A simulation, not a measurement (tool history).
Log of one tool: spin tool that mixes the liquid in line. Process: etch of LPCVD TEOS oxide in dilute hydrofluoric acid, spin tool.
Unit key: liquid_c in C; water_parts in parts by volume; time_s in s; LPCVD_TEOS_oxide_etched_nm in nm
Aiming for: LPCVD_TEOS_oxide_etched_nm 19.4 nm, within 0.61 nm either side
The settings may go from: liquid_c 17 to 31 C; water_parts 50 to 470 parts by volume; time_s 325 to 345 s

run  hour  liquid_c  water_parts  time_s  LPCVD_TEOS_oxide_etched_nm
  1     0        23          260     325                      28.847
  2   2.5      25.5          260     325                       31.33
  3   7.1      25.5          185     325                      48.058
  4   9.4        23          220     325                      35.202
  5  10.8        21          240     325                       29.57
  6  11.8        20          255     325                      25.719
  7  19.5        19          265     325                      24.157
  8  22.7        19          265     325                      24.442
  9  28.3      18.5          275     325                      22.603
 10  29.1        18          280     325                      21.633
 11  36.8      17.5          285     325                      20.787
 12  44.4      17.5          290     325                      20.674

Below are 4 possible settings for the next run. Only one of them brings all results inside the allowed miss of their targets. Which is it?
  A    52      17.5          300     325                           ?
  B    52        19          275     335                           ?
  C    52        18          295     345                           ?
  D    52      18.5          270     325                           ?

move  LPCVD_TEOS_oxide_etched_nm
   A                      19.554
   B                      23.772
   C                      21.601
   D                      23.154
A: in spec on every target
B: further off than the last run
C: further off than the last run
D: further off than the last run
So the answer is move A, the one that meets all the targets.
